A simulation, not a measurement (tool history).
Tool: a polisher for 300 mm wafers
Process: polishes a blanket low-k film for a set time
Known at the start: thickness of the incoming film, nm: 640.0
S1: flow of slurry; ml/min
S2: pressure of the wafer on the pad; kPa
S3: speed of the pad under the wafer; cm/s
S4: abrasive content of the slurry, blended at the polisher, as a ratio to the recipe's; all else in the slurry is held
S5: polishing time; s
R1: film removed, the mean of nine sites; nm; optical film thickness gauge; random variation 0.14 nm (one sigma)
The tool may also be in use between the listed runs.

run	hour	S1	S2	S3	S4	S5	R1
1	0.0	300	11.0	78	1.0	97	25.146
2	6.0	300	11.0	60	1.0	97	20.745
3	10.2	300	9.7	60	1.0	97	19.250
4	18.3	300	11.0	60	1.0	97	20.683
5	24.5	300	9.7	60	1.0	97	18.856
6	27.1	300	7.6	60	1.0	97	16.444
7	30.0	300	6.9	60	1.0	97	16.097

Run 8 comes next. What will it give?
8	32.2	300	6.2	60	1.0	97	?

Run 8 gave R1 15.221 nm.
